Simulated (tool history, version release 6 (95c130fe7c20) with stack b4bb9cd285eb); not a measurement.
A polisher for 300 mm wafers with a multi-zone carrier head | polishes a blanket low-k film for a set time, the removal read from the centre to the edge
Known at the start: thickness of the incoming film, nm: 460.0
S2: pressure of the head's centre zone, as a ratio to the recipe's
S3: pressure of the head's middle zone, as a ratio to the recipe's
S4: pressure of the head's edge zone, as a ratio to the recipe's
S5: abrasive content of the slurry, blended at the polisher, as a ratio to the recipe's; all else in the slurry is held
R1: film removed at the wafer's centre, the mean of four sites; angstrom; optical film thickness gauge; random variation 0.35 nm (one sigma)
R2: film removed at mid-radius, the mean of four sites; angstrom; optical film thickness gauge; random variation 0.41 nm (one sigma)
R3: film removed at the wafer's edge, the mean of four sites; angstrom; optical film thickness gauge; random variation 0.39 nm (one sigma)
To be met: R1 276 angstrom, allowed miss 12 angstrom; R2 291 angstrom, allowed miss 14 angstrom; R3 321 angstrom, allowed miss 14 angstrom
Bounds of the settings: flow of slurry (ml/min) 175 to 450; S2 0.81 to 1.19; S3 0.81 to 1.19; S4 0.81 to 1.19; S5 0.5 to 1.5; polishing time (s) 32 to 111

{"run": 1, "hour": 0.0, "flow of slurry (ml/min)": 290, "S2": 1, "S3": 1, "S4": 1, "S5": 1, "polishing time (s)": 71, "R1": 192.63, "R2": 199.12, "R3": 191.74}
{"run": 2, "hour": 1.0, "flow of slurry (ml/min)": 290, "S2": 1, "S3": 1, "S4": 1, "S5": 1, "polishing time (s)": 83, "R1": 220.83, "R2": 234.44, "R3": 227.39}
{"run": 3, "hour": 7.1, "flow of slurry (ml/min)": 285, "S2": 0.99, "S3": 0.98, "S4": 1.03, "S5": 1.15, "polishing time (s)": 84, "R1": 235.53, "R2": 244.06, "R3": 244.36}
{"run": 4, "hour": 10.3, "flow of slurry (ml/min)": 280, "S2": 0.97, "S3": 0.97, "S4": 1.06, "S5": 1.25, "polishing time (s)": 86, "R1": 243.62, "R2": 261.19, "R3": 259.06}
{"run": 5, "hour": 13.1, "flow of slurry (ml/min)": 225, "S2": 0.97, "S3": 0.97, "S4": 1.06, "S5": 1.25, "polishing time (s)": 86, "R1": 239, "R2": 246.26, "R3": 255.41}
{"run": 6, "hour": 15.6, "flow of slurry (ml/min)": 225, "S2": 0.96, "S3": 0.96, "S4": 1.09, "S5": 1.3, "polishing time (s)": 88, "R1": 250.83, "R2": 257.46, "R3": 266.73}
{"run": 7, "hour": 17.7, "flow of slurry (ml/min)": 230, "S2": 0.94, "S3": 0.94, "S4": 1.11, "S5": 1.35, "polishing time (s)": 90, "R1": 254.99, "R2": 262.99, "R3": 286.63}
{"run": 8, "hour": 20.2, "flow of slurry (ml/min)": 240, "S2": 0.95, "S3": 0.98, "S4": 1.18, "S5": 1.5, "polishing time (s)": 90, "R1": 264.86, "R2": 284.76, "R3": 303.89}
{"run": 9, "hour": 26.3, "flow of slurry (ml/min)": 245, "S2": 0.95, "S3": 0.97, "S4": 1.18, "S5": 1.5, "polishing time (s)": 91, "R1": 270.55, "R2": 285.52, "R3": 305.72}

Which of these 4 next moves meets every target?
{"run": "A", "hour": 32.4, "flow of slurry (ml/min)": 270, "S2": 0.91, "S3": 1.02, "S4": 1.18, "S5": 1.45, "polishing time (s)": 88, "R1": "?", "R2": "?", "R3": "?"}
{"run": "B", "hour": 32.4, "flow of slurry (ml/min)": 235, "S2": 0.81, "S3": 0.96, "S4": 1.19, "S5": 1.45, "polishing time (s)": 96, "R1": "?", "R2": "?", "R3": "?"}
{"run": "C", "hour": 32.4, "flow of slurry (ml/min)": 260, "S2": 0.93, "S3": 0.94, "S4": 1.19, "S5": 1.25, "polishing time (s)": 100, "R1": "?", "R2": "?", "R3": "?"}
{"run": "D", "hour": 32.4, "flow of slurry (ml/min)": 215, "S2": 0.93, "S3": 0.85, "S4": 1.17, "S5": 1.4, "polishing time (s)": 98, "R1": "?", "R2": "?", "R3": "?"}

move=A R1=252.32 R2=281.45 R3=296.02
move=B R1=248.59 R2=288.48 R3=321.58
move=C R1=275.1 R2=281.93 R3=319.44
move=D R1=275.83 R2=260.71 R3=320.33
A: further off than the last run
B: brings the result that was furthest off to its target, and leaves another outside
C: meets every target
D: brings the result that was furthest off to its target, and leaves another outside
Move C is the one to make.
